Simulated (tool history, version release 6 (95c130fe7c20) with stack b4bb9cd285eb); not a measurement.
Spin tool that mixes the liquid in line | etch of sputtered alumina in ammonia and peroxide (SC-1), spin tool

run	hour	temperature setpoint of the liquid (C)	parts of 29 % ammonia solution to one part of 30 % peroxide (parts by volume)	time under the liquid (s)	thickness taken off the sputtered alumina on a monitor wafer (nm)
1	0.0	62.0	0.85	250	30.831
2	0.9	61.5	0.85	250	29.822
3	6.3	61.5	1.05	250	30.730
4	7.5	60.5	1.05	250	29.180
5	16.0	60.5	1.15	250	29.416
6	20.9	66.5	1.15	250	39.817
7	26.9	65.5	1.15	250	38.019
8	32.4	64.5	1.15	250	35.976
9	33.7	59.0	1.15	250	27.035
10	39.2	59.5	1.15	250	27.732

Run 11 comes next. What will it give?
# hour 43.9: heated supply line repaired
11	43.9	60.0	1.15	250	?

thickness taken off the sputtered alumina on a monitor wafer (nm): 32.010
